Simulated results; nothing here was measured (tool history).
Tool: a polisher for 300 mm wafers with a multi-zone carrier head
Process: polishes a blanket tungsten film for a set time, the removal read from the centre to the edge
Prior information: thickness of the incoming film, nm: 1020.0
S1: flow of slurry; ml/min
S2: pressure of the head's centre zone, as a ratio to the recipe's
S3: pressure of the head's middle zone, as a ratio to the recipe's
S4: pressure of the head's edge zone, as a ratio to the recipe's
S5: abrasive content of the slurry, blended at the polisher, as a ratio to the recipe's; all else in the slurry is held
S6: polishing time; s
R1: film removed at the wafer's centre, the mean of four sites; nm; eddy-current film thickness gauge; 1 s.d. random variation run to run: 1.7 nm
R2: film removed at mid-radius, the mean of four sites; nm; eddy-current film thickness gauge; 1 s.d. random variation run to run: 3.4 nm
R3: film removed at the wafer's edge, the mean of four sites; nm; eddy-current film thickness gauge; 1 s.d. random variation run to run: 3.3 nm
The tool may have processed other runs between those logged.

run  hour   S1    S2    S3    S4   S5  S6      R1      R2      R3
  1   0.0  145  1.00  1.00  1.00  1.0  74  279.92  284.12  278.40
  2   4.6  145  1.00  0.96  1.00  1.0  74  287.33  282.38  275.54
  3  11.7  135  0.97  0.97  0.99  1.0  74  271.22  282.20  269.03
  4  13.8  135  0.97  0.97  1.04  1.0  74  264.80  276.90  273.99
  5  21.2  125  0.95  0.98  1.04  1.0  74  258.92  273.24  276.59
  6  29.5  125  0.95  0.98  1.01  1.0  74  258.82  276.29  270.21

Estimate the outcome of run 7 from the log above:
  7  37.1  120  0.93  0.99  1.00  1.0  74   ?   ?   ?

R1: 252.99 nm
R2: 273.76 nm
R3: 268.87 nm
